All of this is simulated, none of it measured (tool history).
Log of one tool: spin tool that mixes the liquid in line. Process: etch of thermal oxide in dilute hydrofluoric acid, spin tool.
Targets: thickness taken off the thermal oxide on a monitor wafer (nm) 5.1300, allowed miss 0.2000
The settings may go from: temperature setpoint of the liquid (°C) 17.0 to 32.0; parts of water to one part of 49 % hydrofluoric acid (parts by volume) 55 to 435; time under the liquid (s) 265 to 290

run,hour,temperature setpoint of the liquid (°C),parts of water to one part of 49 % hydrofluoric acid (parts by volume),time under the liquid (s),thickness taken off the thermal oxide on a monitor wafer (nm)
1,0.0,24.0,245,265,4.1957
2,2.8,24.5,245,265,4.2692
3,11.5,25.0,245,265,4.3946
4,20.0,25.0,285,265,3.5612
5,24.0,27.0,285,265,3.8461
6,27.0,27.5,280,265,3.9289
7,31.1,28.0,275,265,4.2092
8,32.4,28.5,275,265,4.3262
9,39.8,29.0,275,265,4.2288
10,43.3,29.5,270,265,4.4900
11,45.7,30.0,270,265,4.5421
12,54.0,30.5,270,265,4.5858
13,56.3,30.5,265,265,4.6567

Which of these 4 next moves meets every target?
A,58.6,31.0,305,275,?
B,58.6,30.0,280,270,?
C,58.6,24.0,225,290,?
D,58.6,30.0,310,275,?

move,thickness taken off the thermal oxide on a monitor wafer (nm)
A,4.2143
B,4.4882
C,5.1775
D,3.9944
A: further off than the last run
B: further off than the last run
C: meets every target
D: further off than the last run
The right move is C.
